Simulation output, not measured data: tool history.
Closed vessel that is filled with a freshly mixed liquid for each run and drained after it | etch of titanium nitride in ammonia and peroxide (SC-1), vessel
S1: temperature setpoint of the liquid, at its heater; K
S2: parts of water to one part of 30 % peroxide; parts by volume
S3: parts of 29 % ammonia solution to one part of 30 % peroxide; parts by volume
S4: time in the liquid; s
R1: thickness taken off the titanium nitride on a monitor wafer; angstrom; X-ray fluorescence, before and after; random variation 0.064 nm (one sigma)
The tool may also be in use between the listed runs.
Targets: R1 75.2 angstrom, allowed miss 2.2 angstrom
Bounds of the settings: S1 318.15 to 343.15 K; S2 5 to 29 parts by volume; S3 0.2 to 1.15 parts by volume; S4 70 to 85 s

run  hour      S1  S2    S3  S4      R1
  1     0  334.15  16  0.65  85  106.72
  2   5.4  332.65  16  0.65  85  96.914
  3  11.3  339.15  16  0.65  85  149.69
  4  17.5  339.15  16  0.65  70   122.3
  5  22.6  337.15  16  0.65  70  106.26
  6  28.4  335.65  16  0.65  70  96.717
  7  36.7  334.65  16  0.65  70  90.687
  8  45.2  334.15  16  0.65  70  89.114
  9  49.1  333.65  16  0.65  70  84.952
 10  51.6  333.15  16  0.65  70  83.911
 11  59.3  331.15  16  0.65  70  72.935

Which of these 5 next moves meets every target?
  A    67  329.65    17  0.75  75   ?
  B    67  333.15  21.5  0.65  70   ?
  C    67  327.65  14.5   0.7  80   ?
  D    67  331.15  17.5  0.75  75   ?
  E    67  328.65  17.5   0.6  85   ?

move      R1
   A  69.602
   B  70.147
   C  69.862
   D  75.716
   E  69.761
A: further off than the last run
B: further off than the last run
C: further off than the last run
D: meets every target
E: further off than the last run
The right move is D.
